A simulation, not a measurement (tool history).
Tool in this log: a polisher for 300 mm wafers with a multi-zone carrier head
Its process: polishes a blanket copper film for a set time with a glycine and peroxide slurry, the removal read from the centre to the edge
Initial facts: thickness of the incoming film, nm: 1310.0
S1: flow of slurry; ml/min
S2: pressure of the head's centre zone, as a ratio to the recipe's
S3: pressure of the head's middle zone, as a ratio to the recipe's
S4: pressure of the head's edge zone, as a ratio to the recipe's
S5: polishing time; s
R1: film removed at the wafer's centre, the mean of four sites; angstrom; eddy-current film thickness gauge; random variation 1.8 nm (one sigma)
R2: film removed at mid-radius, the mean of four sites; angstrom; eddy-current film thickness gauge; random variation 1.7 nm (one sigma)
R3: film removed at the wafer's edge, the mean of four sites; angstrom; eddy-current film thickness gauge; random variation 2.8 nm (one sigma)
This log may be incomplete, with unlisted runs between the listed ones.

run  hour   S1    S2    S3    S4  S5      R1      R2      R3
  1     0  260     1     1     1  89  3531.3  3505.7  3594.9
  2   6.9  270  1.02  1.03  0.94  73  2935.8  2943.4    2800
  3    11  270  1.02  0.99  0.94  73  2932.7  2866.7  2778.4
  4  17.8  295  1.02     1   0.9  65  2670.6  2561.5  2506.7
  5  25.5  265  1.03  1.02  0.87  61  2475.4  2450.7  2258.4
  6  26.8  240  1.04  1.03  0.85  59  2404.4  2353.5  2156.4
  7  35.3  225  1.08  1.13  0.81  48    1980  2046.2  1707.4

What does the tool deliver on the next run?
  8  36.1  255  1.09  1.14  0.83  49   ?   ?   ?

{"run 8": {"R1": 2083.5, "R2": 2150.8, "R3": 1788.6}}

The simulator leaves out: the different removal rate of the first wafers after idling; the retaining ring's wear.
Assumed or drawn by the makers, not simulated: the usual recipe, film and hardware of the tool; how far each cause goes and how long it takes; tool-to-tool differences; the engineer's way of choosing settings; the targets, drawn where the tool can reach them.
